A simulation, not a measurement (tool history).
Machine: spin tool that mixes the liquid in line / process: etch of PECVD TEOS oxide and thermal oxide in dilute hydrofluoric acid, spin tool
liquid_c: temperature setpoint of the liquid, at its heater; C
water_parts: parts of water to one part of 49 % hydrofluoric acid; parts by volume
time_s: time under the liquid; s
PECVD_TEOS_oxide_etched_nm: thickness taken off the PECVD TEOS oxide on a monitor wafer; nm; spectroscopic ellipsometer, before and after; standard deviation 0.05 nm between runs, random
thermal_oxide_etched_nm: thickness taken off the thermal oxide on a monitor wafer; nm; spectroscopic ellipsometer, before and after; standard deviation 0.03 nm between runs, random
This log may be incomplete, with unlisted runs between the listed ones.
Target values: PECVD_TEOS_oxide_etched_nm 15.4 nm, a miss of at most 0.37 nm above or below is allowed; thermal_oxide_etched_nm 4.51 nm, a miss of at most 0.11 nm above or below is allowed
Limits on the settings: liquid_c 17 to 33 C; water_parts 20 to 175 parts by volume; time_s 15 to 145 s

run	hour	liquid_c	water_parts	time_s	PECVD_TEOS_oxide_etched_nm	thermal_oxide_etched_nm
1	0	25	95	75	13.217	3.8965
2	4.1	26	95	75	13.816	4.0255
3	12.9	24.5	95	75	13.002	3.8053
4	15.4	24.5	130	75	9.1304	2.6411
5	18.6	22	130	75	8.2813	2.4107
6	24.2	25	125	75	9.7344	2.8369
7	32.5	27	120	75	10.989	3.2216
8	39.3	31	105	75	14.895	4.353

Exactly one of the 4 candidate moves below puts every result within its allowed miss. Which one?
A	46.1	31.5	95	65	?	?
B	46.1	27	60	45	?	?
C	46.1	30	110	85	?	?
D	46.1	31.5	110	75	?	?

move	PECVD_TEOS_oxide_etched_nm	thermal_oxide_etched_nm
A	14.652	4.3165
B	14.205	4.1849
C	15.318	4.5127
D	14.285	4.2084
A: further off than the last run
B: further off than the last run
C: in spec on every target
D: further off than the last run
C meets every target.
